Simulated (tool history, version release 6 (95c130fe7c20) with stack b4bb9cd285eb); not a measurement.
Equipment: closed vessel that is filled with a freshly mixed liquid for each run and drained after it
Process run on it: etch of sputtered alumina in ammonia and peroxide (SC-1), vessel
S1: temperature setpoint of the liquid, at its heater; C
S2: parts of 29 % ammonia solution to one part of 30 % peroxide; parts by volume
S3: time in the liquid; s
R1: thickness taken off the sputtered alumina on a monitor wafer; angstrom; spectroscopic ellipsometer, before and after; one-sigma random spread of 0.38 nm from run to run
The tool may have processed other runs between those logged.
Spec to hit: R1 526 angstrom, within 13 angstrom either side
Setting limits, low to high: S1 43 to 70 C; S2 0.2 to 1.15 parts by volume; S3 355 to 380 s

| run | day | S1 | S2 | S3 | R1 |
|---|---|---|---|---|---|
| 1 | 0 | 59 | 0.65 | 355 | 320.26 |
| 2 | 0.162 | 59 | 0.85 | 355 | 324.57 |
| 3 | 0.254 | 59 | 1.05 | 355 | 334.26 |
| 4 | 0.3 | 54.5 | 1.05 | 355 | 260.51 |
| 5 | 0.45 | 54.5 | 1.15 | 355 | 269.59 |
| 6 | 0.625 | 57 | 1.15 | 355 | 299.99 |
| 7 | 0.933 | 65 | 1.15 | 355 | 452.81 |
| 8 | 1.246 | 65.5 | 1.15 | 355 | 472.93 |
| 9 | 1.529 | 65.5 | 1.15 | 355 | 468.64 |
| 10 | 1.712 | 66 | 1.15 | 355 | 478.08 |
| 11 | 1.971 | 66.5 | 1.15 | 355 | 491.64 |
| 12 | 2.188 | 66.5 | 1.15 | 355 | 495.72 |
| 13 | 2.371 | 67 | 1.15 | 355 | 501.02 |

Which one of the following 4 next-run settings gets every result inside its allowed miss? There is exactly one.
| A | 2.554 | 66 | 1 | 355 | ? |
| B | 2.554 | 66 | 1.15 | 355 | ? |
| C | 2.554 | 66.5 | 1.15 | 380 | ? |
| D | 2.554 | 64.5 | 0.85 | 380 | ? |

| move | R1 |
|---|---|
| A | 471.37 |
| B | 477.63 |
| C | 524 |
| D | 461.31 |
A: moves away from the targets compared with the last run
B: moves away from the targets compared with the last run
C: all results land within tolerance of their targets
D: moves away from the targets compared with the last run
Correct choice: C, which meets every target
